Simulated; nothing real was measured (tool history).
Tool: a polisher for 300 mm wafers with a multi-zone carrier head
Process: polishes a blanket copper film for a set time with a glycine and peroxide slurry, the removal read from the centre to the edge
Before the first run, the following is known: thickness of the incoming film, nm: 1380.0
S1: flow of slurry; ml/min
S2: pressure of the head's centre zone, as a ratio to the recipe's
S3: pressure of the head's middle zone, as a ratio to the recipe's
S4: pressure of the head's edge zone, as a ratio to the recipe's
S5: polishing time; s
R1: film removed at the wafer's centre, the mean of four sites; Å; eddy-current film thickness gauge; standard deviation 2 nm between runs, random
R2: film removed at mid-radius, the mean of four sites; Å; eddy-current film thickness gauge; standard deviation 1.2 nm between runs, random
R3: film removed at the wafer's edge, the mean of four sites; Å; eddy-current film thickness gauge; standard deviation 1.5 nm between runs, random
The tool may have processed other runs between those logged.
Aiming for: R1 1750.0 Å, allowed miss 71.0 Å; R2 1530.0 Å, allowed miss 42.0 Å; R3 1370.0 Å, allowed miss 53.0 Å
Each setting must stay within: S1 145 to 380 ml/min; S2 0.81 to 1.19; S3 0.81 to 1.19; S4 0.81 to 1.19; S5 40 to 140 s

{"run": 1, "day": 0.0, "S1": 245, "S2": 1.0, "S3": 1.0, "S4": 1.0, "S5": 90, "R1": 2294.8, "R2": 2315.5, "R3": 2167.2}
{"run": 2, "day": 0.358, "S1": 245, "S2": 0.95, "S3": 1.0, "S4": 1.0, "S5": 90, "R1": 2184.0, "R2": 2289.8, "R3": 2205.6}
{"run": 3, "day": 0.421, "S1": 245, "S2": 0.95, "S3": 1.0, "S4": 1.05, "S5": 90, "R1": 2207.7, "R2": 2307.0, "R3": 2274.3}
{"run": 4, "day": 0.442, "S1": 245, "S2": 1.0, "S3": 0.98, "S4": 0.99, "S5": 80, "R1": 2051.7, "R2": 2057.6, "R3": 1966.6}
{"run": 5, "day": 0.538, "S1": 245, "S2": 1.0, "S3": 0.98, "S4": 0.99, "S5": 59, "R1": 1505.8, "R2": 1486.3, "R3": 1464.8}
{"run": 6, "day": 0.633, "S1": 260, "S2": 1.05, "S3": 0.98, "S4": 0.96, "S5": 58, "R1": 1592.4, "R2": 1450.6, "R3": 1403.2}
{"run": 7, "day": 0.792, "S1": 265, "S2": 1.07, "S3": 1.0, "S4": 0.95, "S5": 58, "R1": 1569.2, "R2": 1517.6, "R3": 1402.1}
{"run": 8, "day": 0.833, "S1": 270, "S2": 1.11, "S3": 1.0, "S4": 0.94, "S5": 58, "R1": 1671.9, "R2": 1515.8, "R3": 1405.3}

5 candidate next runs follow, results not yet known. Just one meets every target within its allowed miss. Identify it.
{"run": "A", "day": 0.875, "S1": 310, "S2": 1.04, "S3": 1.08, "S4": 1.08, "S5": 56, "R1": "?", "R2": "?", "R3": "?"}
{"run": "B", "day": 0.875, "S1": 265, "S2": 1.16, "S3": 0.88, "S4": 0.89, "S5": 63, "R1": "?", "R2": "?", "R3": "?"}
{"run": "C", "day": 0.875, "S1": 310, "S2": 1.09, "S3": 0.99, "S4": 0.92, "S5": 57, "R1": "?", "R2": "?", "R3": "?"}
{"run": "D", "day": 0.875, "S1": 320, "S2": 1.17, "S3": 1.02, "S4": 0.91, "S5": 57, "R1": "?", "R2": "?", "R3": "?"}
{"run": "E", "day": 0.875, "S1": 325, "S2": 1.16, "S3": 1.1, "S4": 0.88, "S5": 54, "R1": "?", "R2": "?", "R3": "?"}

move=A R1=1515.4 R2=1567.8 R3=1443.2
move=B R1=1871.1 R2=1463.7 R3=1468.4
move=C R1=1616.1 R2=1482.2 R3=1361.3
move=D R1=1741.0 R2=1523.4 R3=1356.6
move=E R1=1638.4 R2=1541.2 R3=1265.5
A: misses by more than the last run did
B: takes the result that was furthest off past its target
C: misses by more than the last run did
D: meets every target
E: misses by more than the last run did
Answer: D

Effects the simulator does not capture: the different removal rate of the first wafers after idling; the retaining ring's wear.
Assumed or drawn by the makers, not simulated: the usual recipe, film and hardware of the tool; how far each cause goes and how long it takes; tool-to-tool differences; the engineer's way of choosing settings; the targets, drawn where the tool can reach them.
